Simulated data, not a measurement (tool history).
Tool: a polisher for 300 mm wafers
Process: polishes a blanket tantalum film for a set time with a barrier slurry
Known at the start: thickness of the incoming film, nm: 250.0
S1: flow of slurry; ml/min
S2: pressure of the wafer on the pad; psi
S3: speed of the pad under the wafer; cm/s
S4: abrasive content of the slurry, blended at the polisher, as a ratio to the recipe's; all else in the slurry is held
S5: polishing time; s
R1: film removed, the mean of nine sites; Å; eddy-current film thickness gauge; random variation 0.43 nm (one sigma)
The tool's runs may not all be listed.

run	day	S1	S2	S3	S4	S5	R1
1	0.000	210	2.4	88	1.00	32	455.69
2	0.279	210	2.2	88	1.00	32	421.90
3	0.304	210	2.2	88	1.00	32	416.84
4	0.425	210	2.4	88	1.00	32	452.97
5	0.512	210	2.2	88	1.00	32	424.05
6	0.708	210	2.2	88	0.85	32	400.04

The next listed run, before its measurement:
7	0.775	210	2.1	88	0.85	32	?

Run 7 gave R1 380.92 Å.
